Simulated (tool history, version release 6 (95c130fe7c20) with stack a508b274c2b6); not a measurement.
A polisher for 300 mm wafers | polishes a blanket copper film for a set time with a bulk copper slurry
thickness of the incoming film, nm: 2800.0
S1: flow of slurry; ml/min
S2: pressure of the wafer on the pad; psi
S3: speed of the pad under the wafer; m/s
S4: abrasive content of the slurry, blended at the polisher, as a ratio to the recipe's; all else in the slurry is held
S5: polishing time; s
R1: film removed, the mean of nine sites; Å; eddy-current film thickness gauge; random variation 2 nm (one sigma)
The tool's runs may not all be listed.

run	hour	S1	S2	S3	S4	S5	R1
1	0	170	3.4	1.32	1	20	2450.1
2	1.6	170	3.4	1.32	0.8	20	2316.6
3	7.6	170	3.3	1.32	0.8	20	2295.9
4	12.8	155	3.3	1.32	0.8	20	2160.5
5	18.3	150	3.2	1.32	0.8	20	2134.1
6	20.9	175	3.2	1.32	0.8	20	2215.2
7	25.4	170	3.1	1.32	0.8	20	2155
8	31.3	165	3	1.32	0.8	20	2028.1

The next listed run, before its measurement:
9	37.5	160	2.9	1.32	0.8	20	?

Run 9 gave R1 2022.7 Å.

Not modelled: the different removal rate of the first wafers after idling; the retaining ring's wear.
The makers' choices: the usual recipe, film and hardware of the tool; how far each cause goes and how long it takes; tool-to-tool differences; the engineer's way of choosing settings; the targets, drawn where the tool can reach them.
